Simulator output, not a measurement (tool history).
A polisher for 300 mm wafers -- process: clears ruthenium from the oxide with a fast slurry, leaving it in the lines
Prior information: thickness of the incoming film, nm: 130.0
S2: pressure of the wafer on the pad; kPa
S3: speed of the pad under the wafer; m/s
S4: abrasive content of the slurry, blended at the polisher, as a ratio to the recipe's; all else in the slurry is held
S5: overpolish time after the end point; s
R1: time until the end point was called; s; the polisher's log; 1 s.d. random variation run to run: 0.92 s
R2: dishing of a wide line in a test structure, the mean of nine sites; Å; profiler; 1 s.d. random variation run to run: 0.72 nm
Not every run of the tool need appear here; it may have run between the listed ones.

Run 1, hour 0: flow of slurry (ml/min) 195, S2 19.3 kPa, S3 1.28 m/s, S4 1, S5 26 s. Result: R1 27.813 s, R2 948.84 Å.
Run 2, hour 1.7: flow of slurry (ml/min) 195, S2 19.3 kPa, S3 1.28 m/s, S4 1.2, S5 26 s. Result: R1 26.371 s, R2 985.63 Å.
Run 3, hour 6.5: flow of slurry (ml/min) 195, S2 17.2 kPa, S3 1.22 m/s, S4 1.2, S5 26 s. Result: R1 30.695 s, R2 885.41 Å.
Run 4, hour 15.1: flow of slurry (ml/min) 195, S2 17.2 kPa, S3 1.22 m/s, S4 1.2, S5 31 s. Result: R1 30.469 s, R2 1007.7 Å.
Run 5, hour 21.2: flow of slurry (ml/min) 195, S2 15.9 kPa, S3 1.16 m/s, S4 1.2, S5 30 s. Result: R1 34.681 s, R2 882.59 Å.
Run 6, hour 27.1: flow of slurry (ml/min) 195, S2 14.5 kPa, S3 1.12 m/s, S4 1.2, S5 29 s. Result: R1 40.044 s, R2 764.51 Å.
Run 7, hour 29: flow of slurry (ml/min) 195, S2 9 kPa, S3 1.1 m/s, S4 1.2, S5 27 s. Result: R1 64.357 s, R2 486.18 Å.

What does the tool deliver on the next run?
Run 8, hour 35.8: flow of slurry (ml/min) 195, S2 9.7 kPa, S3 1.1 m/s, S4 1.2, S5 27 s. Result: R1 ?, R2 ?.

R1: 57.856 s
R2: 513.62 Å
